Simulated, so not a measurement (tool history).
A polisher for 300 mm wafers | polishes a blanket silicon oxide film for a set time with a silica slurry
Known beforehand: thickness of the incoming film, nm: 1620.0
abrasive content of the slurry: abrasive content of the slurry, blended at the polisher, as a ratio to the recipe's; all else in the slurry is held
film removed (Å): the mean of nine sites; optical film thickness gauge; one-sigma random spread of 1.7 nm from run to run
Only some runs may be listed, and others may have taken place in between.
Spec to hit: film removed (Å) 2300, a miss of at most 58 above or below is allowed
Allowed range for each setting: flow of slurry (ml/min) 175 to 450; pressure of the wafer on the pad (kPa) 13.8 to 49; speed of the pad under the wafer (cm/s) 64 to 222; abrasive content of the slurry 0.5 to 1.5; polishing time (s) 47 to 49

run  hour  flow of slurry (ml/min)  pressure of the wafer on the pad (kPa)  speed of the pad under the wafer (cm/s)  abrasive content of the slurry  polishing time (s)  film removed (Å)
  1     0                      290                                      31                                      142                               1                  47            1692.8
  2   1.2                      290                                    32.4                                      142                               1                  47            1785.1
  3   2.5                      290                                    36.5                                      142                               1                  47            1996.1
  4   8.5                      290                                    37.2                                      142                               1                  47            2020.7
  5  15.2                      290                                    37.2                                      142                            0.85                  47            1838.1
  6  20.3                      290                                    37.2                                      176                            0.85                  47            2075.5
  7  22.8                      290                                    37.9                                      176                            0.85                  47            2083.1
  8  26.5                      290                                    37.9                                      176                            0.85                  47            2139.8
  9  34.2                      290                                    38.6                                      176                            0.85                  47            2134.5
 10  34.9                      290                                    39.3                                      176                            0.85                  47            2161.1
 11    38                      290                                      40                                      176                            0.85                  47            2223.4

Pick the move, out of 4, that brings all results within their allowed miss; only one does.
  A  41.1                      285                                      40                                      160                            1.05                  49                 ?
  B  41.1                      320                                      40                                      194                            0.95                  47                 ?
  C  41.1                      320                                      40                                      182                             0.9                  49                 ?
  D  41.1                      365                                    34.5                                      174                            1.15                  47                 ?

move  film removed (Å)
   A            2442.8
   B            2503.4
   C            2444.9
   D              2282
A: pushes the last run's worst result past its target
B: pushes the last run's worst result past its target
C: pushes the last run's worst result past its target
D: hits every target within its allowed miss
D meets every target.
